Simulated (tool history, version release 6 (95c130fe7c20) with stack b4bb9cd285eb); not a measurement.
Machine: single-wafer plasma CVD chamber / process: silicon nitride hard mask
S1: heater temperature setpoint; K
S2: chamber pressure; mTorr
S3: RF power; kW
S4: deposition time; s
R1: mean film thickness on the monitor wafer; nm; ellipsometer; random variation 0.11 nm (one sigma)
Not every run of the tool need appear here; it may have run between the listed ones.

run    day      S1    S2     S3  S4      R1
  1      0  678.15  1910  0.285  26  29.172
  2  0.104  678.15  1690  0.255  26  25.034
  3  0.458  673.15  1690  0.255  26  25.073
  4    0.5  673.15  1530   0.25  26  24.052
  5  0.554  673.15  1530   0.28  26  27.217
  6  0.625  673.15  1430  0.265  26  25.173
  7  0.704  673.15  1350  0.255  26   23.95
  8  0.967  673.15  1290  0.245  26  22.579
  9   1.15  673.15  1250  0.245  26  22.461
 10  1.283  673.15  1220  0.245  26  22.398

Run 11, settings as shown, results not yet in. Your forecast:
     1.5  -- RF generator calibrated
 11  1.5  673.15  1220  0.245  26   ?

R1: 24.423 nm
